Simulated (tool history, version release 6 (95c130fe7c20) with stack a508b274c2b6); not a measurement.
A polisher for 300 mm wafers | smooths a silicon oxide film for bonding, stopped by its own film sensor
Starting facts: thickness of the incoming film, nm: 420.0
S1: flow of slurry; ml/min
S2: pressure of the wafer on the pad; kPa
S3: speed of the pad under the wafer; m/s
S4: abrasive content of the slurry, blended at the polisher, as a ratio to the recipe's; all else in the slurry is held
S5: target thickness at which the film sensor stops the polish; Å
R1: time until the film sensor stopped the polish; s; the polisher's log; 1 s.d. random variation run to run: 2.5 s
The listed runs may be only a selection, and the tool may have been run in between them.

run	hour	S1	S2	S3	S4	S5	R1
1	0	185	13.8	1.16	1	3430	97.567
2	7.8	185	13.1	1.14	1	3430	104.88
3	9.2	155	13.1	1.14	1	3430	110.73
4	16.3	155	13.1	1.14	1	3430	110.7
5	19.1	155	12.4	1.14	1	3430	118.71
6	23.4	155	12.4	1.3	1	3430	105.41

For run 7, what comes out?
7	31.1	155	11.7	1.3	1	3430	?

Run 7 gave R1 112.4 s.
